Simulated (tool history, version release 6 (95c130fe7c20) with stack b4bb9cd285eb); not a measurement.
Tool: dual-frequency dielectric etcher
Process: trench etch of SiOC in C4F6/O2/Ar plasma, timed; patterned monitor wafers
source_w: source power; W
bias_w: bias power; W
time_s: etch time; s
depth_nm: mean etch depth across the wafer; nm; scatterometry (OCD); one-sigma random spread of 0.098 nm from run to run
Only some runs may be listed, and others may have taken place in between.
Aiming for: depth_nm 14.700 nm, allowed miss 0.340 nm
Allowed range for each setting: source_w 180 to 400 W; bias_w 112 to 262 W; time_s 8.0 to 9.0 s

run 1 day=0.000 | source_w=290 bias_w=187 time_s=9.0 | depth_nm=17.054
run 2 day=0.075 | source_w=240 bias_w=187 time_s=9.0 | depth_nm=15.796
run 3 day=0.308 | source_w=240 bias_w=187 time_s=9.0 | depth_nm=15.774
run 4 day=0.679 | source_w=230 bias_w=185 time_s=9.0 | depth_nm=15.437
run 5 day=0.996 | source_w=220 bias_w=184 time_s=9.0 | depth_nm=15.141
run 6 day=1.279 | source_w=220 bias_w=183 time_s=9.0 | depth_nm=15.197
run 7 day=1.338 | source_w=220 bias_w=182 time_s=9.0 | depth_nm=15.147
run 8 day=1.650 | source_w=220 bias_w=181 time_s=9.0 | depth_nm=15.206
run 9 day=1.738 | source_w=220 bias_w=180 time_s=9.0 | depth_nm=15.187
run 10 day=1.762 | source_w=220 bias_w=179 time_s=9.0 | depth_nm=15.281

Which single option among these 4 for the next run brings every result within its allowed miss of target? Just one does.
run A day=1.788 | source_w=220 bias_w=202 time_s=9.0 | depth_nm=?
run B day=1.788 | source_w=240 bias_w=183 time_s=8.5 | depth_nm=?
run C day=1.788 | source_w=250 bias_w=181 time_s=9.0 | depth_nm=?
run D day=1.788 | source_w=230 bias_w=194 time_s=9.0 | depth_nm=?

move=A depth_nm=15.744
move=B depth_nm=14.811
move=C depth_nm=15.847
move=D depth_nm=15.764
A: further off than the last run
B: each result inside its tolerance
C: further off than the last run
D: further off than the last run
Go with B: it meets all targets.
